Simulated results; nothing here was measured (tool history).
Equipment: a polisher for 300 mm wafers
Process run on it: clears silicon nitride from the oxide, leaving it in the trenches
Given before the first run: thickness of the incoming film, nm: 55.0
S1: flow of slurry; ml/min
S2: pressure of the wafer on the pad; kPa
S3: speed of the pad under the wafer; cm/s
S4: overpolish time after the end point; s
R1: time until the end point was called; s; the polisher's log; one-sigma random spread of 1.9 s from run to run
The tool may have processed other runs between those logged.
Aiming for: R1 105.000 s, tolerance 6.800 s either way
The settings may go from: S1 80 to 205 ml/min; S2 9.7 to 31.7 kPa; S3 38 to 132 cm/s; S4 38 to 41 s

run	hour	S1	S2	S3	S4	R1
1	0.0	135	20.7	84	38	60.672
2	3.1	135	20.7	84	41	60.788
3	6.9	135	18.6	82	41	69.938
4	8.4	135	18.6	96	41	58.630
5	12.0	135	16.5	94	41	67.606
6	15.9	135	16.5	82	41	77.024
7	20.6	135	15.2	82	41	84.635
8	26.2	135	11.0	80	41	112.550

Which one of the following 4 next-run settings gets every result inside its allowed miss? There is exactly one.
A	31.8	120	11.7	74	41	?
B	31.8	160	11.7	66	41	?
C	31.8	135	10.3	84	41	?
D	31.8	130	12.4	78	41	?

move	R1
A	119.530
B	126.650
C	115.880
D	106.050
A: lands further from the targets than the last run did
B: lands further from the targets than the last run did
C: lands further from the targets than the last run did
D: all results land within tolerance of their targets
D meets every target.

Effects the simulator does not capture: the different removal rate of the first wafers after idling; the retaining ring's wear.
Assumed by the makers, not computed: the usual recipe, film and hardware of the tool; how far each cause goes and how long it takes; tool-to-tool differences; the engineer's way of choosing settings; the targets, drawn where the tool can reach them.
